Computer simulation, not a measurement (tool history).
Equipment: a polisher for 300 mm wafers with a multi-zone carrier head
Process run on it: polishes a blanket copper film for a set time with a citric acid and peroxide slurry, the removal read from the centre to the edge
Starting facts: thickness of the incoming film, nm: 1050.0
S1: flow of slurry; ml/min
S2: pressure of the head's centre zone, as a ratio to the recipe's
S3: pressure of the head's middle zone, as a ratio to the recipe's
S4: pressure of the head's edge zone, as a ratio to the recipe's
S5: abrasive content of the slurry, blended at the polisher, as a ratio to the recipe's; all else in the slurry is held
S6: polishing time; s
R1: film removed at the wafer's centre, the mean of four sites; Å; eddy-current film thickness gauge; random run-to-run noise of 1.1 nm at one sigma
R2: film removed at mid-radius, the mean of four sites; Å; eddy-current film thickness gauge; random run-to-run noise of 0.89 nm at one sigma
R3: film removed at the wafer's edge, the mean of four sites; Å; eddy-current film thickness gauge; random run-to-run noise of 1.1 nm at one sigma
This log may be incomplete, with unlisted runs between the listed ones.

{"run": 1, "hour": 0.0, "S1": 305, "S2": 1.0, "S3": 1.0, "S4": 1.0, "S5": 1.0, "S6": 38, "R1": 715.36, "R2": 720.33, "R3": 746.17}
{"run": 2, "hour": 7.6, "S1": 305, "S2": 1.0, "S3": 0.93, "S4": 1.0, "S5": 1.0, "S6": 38, "R1": 708.29, "R2": 685.33, "R3": 741.45}
{"run": 3, "hour": 15.2, "S1": 305, "S2": 1.07, "S3": 0.93, "S4": 1.0, "S5": 1.0, "S6": 38, "R1": 756.44, "R2": 682.38, "R3": 723.8}
{"run": 4, "hour": 22.1, "S1": 305, "S2": 1.07, "S3": 0.93, "S4": 0.92, "S5": 1.0, "S6": 38, "R1": 759.16, "R2": 686.29, "R3": 689.28}
{"run": 5, "hour": 31.1, "S1": 305, "S2": 1.07, "S3": 0.93, "S4": 0.96, "S5": 1.0, "S6": 38, "R1": 763.98, "R2": 687.86, "R3": 717.86}
{"run": 6, "hour": 37.9, "S1": 305, "S2": 1.09, "S3": 0.93, "S4": 1.0, "S5": 1.1, "S6": 38, "R1": 796.33, "R2": 699.57, "R3": 757.47}

Predict the results of run 7:
{"run": 7, "hour": 44.0, "S1": 310, "S2": 1.11, "S3": 0.93, "S4": 1.02, "S5": 1.15, "S6": 38, "R1": "?", "R2": "?", "R3": "?"}

{"run 7": {"R1": 817.31, "R2": 712.34, "R3": 760.29}}
